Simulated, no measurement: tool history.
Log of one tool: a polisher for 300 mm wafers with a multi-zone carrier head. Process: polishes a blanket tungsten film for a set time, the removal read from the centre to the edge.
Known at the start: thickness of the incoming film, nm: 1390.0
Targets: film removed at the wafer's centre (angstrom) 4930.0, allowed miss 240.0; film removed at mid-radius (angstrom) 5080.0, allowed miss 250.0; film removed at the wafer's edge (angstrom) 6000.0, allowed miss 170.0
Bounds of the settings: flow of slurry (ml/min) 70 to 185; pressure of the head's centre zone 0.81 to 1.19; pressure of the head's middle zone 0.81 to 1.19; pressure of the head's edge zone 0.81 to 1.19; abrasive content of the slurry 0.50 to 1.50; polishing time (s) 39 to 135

run  hour  flow of slurry (ml/min)  pressure of the head's centre zone  pressure of the head's middle zone  pressure of the head's edge zone  abrasive content of the slurry  polishing time (s)  film removed at the wafer's centre (angstrom)  film removed at mid-radius (angstrom)  film removed at the wafer's edge (angstrom)
  1   0.0                      120                                1.00                                1.00                              1.00                            1.00                  87                                         4719.7                                 4514.5                                       4532.2
  2   2.3                      120                                1.00                                1.00                              1.00                            0.85                  87                                         4425.8                                 4376.2                                       4398.0
  3   5.6                      120                                1.00                                1.00                              1.00                            0.85                 100                                         5246.3                                 5114.5                                       5025.0
  4   8.4                       95                                1.00                                1.00                              1.00                            0.85                 100                                         4824.4                                 4746.2                                       4825.8
  5  17.0                       95                                1.00                                0.97                              1.00                            0.85                 100                                         4675.9                                 4628.6                                       4813.8
  6  25.2                      100                                0.98                                0.96                              1.03                            0.90                 100                                         4839.4                                 4705.9                                       4976.4
  7  30.0                      100                                0.95                                0.95                              1.06                            0.95                 101                                         4785.1                                 4835.7                                       5169.0
  8  32.2                      105                                0.94                                0.94                              1.08                            1.00                 101                                         4958.8                                 4914.5                                       5382.6

Which of these 4 next moves meets every target?
  A  34.4                       95                                0.86                                0.84                              1.17                            1.00                 101                                              ?                                      ?                                            ?
  B  34.4                       85                                0.81                                0.83                              1.19                            0.85                 117                                              ?                                      ?                                            ?
  C  34.4                      120                                0.84                                0.89                              1.19                            0.80                 110                                              ?                                      ?                                            ?
  D  34.4                       90                                0.97                                0.84                              1.14                            1.00                 107                                              ?                                      ?                                            ?

move  film removed at the wafer's centre (angstrom)  film removed at mid-radius (angstrom)  film removed at the wafer's edge (angstrom)
   A                                         4361.7                                 4358.0                                       5456.5
   B                                         4403.4                                 4615.2                                       5963.2
   C                                         4774.2                                 5025.4                                       5944.1
   D                                         5003.5                                 4527.8                                       5631.8
A: nearer than the last run, and not there yet
B: brings the result that was furthest off to its target, and leaves another outside
C: meets every target
D: nearer than the last run, and not there yet
Move C is the one to make.
